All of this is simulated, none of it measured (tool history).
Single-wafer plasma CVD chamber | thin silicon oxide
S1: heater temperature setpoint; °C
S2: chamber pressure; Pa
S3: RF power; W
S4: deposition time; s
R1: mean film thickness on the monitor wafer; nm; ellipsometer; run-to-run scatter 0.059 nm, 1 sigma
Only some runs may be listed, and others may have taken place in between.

Run 1, day 0.000: S1 420 °C, S2 125.2 Pa, S3 210 W, S4 8.30 s. Result: R1 15.068 nm.
Run 2, day 0.371: S1 420 °C, S2 125.2 Pa, S3 210 W, S4 8.55 s. Result: R1 15.512 nm.
Run 3, day 0.542: S1 420 °C, S2 127.5 Pa, S3 210 W, S4 8.55 s. Result: R1 15.604 nm.
Run 4, day 0.888: S1 420 °C, S2 127.5 Pa, S3 210 W, S4 8.55 s. Result: R1 15.637 nm.
Run 5, day 1.138: S1 420 °C, S2 127.5 Pa, S3 210 W, S4 8.55 s. Result: R1 15.688 nm.
Run 6, day 1.338: S1 427 °C, S2 127.5 Pa, S3 210 W, S4 8.55 s. Result: R1 15.524 nm.
Run 7, day 1.425: S1 427 °C, S2 129.9 Pa, S3 210 W, S4 8.55 s. Result: R1 15.702 nm.

Forecast run 8:
Run 8, day 1.596: S1 427 °C, S2 149.3 Pa, S3 215 W, S4 8.55 s. Result: R1 ?.

{"run 8": {"R1": 16.913}}
